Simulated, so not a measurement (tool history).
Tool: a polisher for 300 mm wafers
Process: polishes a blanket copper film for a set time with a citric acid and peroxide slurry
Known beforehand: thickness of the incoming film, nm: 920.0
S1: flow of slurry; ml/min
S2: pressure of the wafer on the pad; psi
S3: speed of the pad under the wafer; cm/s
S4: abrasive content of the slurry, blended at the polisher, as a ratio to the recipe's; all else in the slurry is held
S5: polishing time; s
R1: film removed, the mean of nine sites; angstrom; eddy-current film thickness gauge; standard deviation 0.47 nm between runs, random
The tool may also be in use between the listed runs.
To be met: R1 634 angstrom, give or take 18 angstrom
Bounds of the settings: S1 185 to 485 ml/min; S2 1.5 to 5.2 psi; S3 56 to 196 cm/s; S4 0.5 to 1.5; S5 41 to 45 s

run    day   S1   S2   S3  S4  S5      R1
  1      0  310  3.3  126   1  45    1339
  2  0.046  310  2.8  120   1  45    1111
  3  0.288  310  3.3  120   1  45  1302.4
  4  0.458  310  3.3  150   1  45  1525.9
  5  0.821  310  3.3  150   1  45  1540.2
  6  0.871  310  2.8  134   1  45  1203.9
  7  1.071  310  2.5  124   1  45  1015.4
  8  1.433  310  2.2  118   1  45  879.71

Next run, 5 choices. One meets every target within its allowed miss, the rest don't. Which?
  A  1.796  325  2.1   94   0.6  42   ?
  B  1.796  280    2  106  0.65  41   ?
  C  1.796  330  1.6  118     1  42   ?
  D  1.796  290  1.8  116  0.95  41   ?
  E  1.796  315  1.5  134     1  41   ?

move      R1
   A  574.78
   B  586.55
   C  597.01
   D   628.5
   E  597.74
A: carries the result that was furthest off beyond its target, to the other side
B: carries the result that was furthest off beyond its target, to the other side
C: carries the result that was furthest off beyond its target, to the other side
D: every result lands within tolerance
E: carries the result that was furthest off beyond its target, to the other side
D is the move that brings every result within its allowed miss.
